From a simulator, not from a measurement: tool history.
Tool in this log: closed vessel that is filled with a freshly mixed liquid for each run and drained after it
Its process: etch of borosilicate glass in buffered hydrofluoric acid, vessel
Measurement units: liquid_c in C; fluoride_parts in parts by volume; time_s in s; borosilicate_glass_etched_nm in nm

run  hour  liquid_c  fluoride_parts  time_s  borosilicate_glass_etched_nm
  1     0        23            17.5      90                        60.406
  2   1.8      23.5            17.5      90                        62.025
  3     3      23.5            17.5      90                        61.827
  4  10.7      23.5              15      90                        72.546
  5  16.8      23.5            12.5      90                        85.838
  6  24.4      23.5            12.5      95                        90.337
  7  29.8      23.5            12.5      95                         90.02
  8  38.4        23            12.5      95                        88.226
  9  45.8      22.5            12.5      95                        85.813

For run 10, what comes out?
 10  47.7        22            12.5      95                             ?

Run 10 produced borosilicate_glass_etched_nm 82.865 nm.

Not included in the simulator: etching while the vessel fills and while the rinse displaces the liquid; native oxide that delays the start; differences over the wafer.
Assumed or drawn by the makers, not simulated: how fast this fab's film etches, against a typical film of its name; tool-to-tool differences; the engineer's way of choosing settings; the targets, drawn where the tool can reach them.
